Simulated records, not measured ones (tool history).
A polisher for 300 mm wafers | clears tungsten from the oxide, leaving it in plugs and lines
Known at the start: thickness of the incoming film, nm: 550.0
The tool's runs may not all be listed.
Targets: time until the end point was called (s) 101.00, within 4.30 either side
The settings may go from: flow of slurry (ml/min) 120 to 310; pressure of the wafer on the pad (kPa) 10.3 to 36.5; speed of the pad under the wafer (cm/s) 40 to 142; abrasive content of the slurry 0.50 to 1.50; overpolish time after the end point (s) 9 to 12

run,hour,flow of slurry (ml/min),pressure of the wafer on the pad (kPa),speed of the pad under the wafer (cm/s),abrasive content of the slurry,overpolish time after the end point (s),time until the end point was called (s)
1,0.0,200,23.4,90,1.00,12,127.36
2,4.7,175,23.4,90,1.00,12,134.19
3,12.1,175,23.4,68,1.00,12,173.81
4,17.3,190,26.2,68,1.00,12,154.73
5,21.4,200,28.3,68,1.00,12,139.73
6,30.1,210,29.6,68,1.00,12,138.69
7,33.7,210,31.0,70,1.00,12,127.79
8,41.6,210,32.4,72,1.00,12,117.94
9,42.9,210,32.4,72,1.00,12,118.01
10,44.3,210,33.1,72,1.00,12,116.55
11,46.5,210,33.8,72,1.00,12,112.73
12,50.9,210,33.8,72,1.00,12,112.70

Of the 4 settings listed for the next run, only one would bring every result within its allowed miss of target. Which one?
A,55.3,235,27.6,82,0.80,12,?
B,55.3,250,35.2,68,1.05,12,?
C,55.3,235,33.1,76,0.70,9,?
D,55.3,120,33.1,100,0.60,12,?

move,time until the end point was called (s)
A,124.28
B,111.76
C,114.08
D,100.26
A: moves away from the targets compared with the last run
B: an improvement on the last run, though not all results are within tolerance
C: moves away from the targets compared with the last run
D: each result inside its tolerance
D is the move that brings every result within its allowed miss.

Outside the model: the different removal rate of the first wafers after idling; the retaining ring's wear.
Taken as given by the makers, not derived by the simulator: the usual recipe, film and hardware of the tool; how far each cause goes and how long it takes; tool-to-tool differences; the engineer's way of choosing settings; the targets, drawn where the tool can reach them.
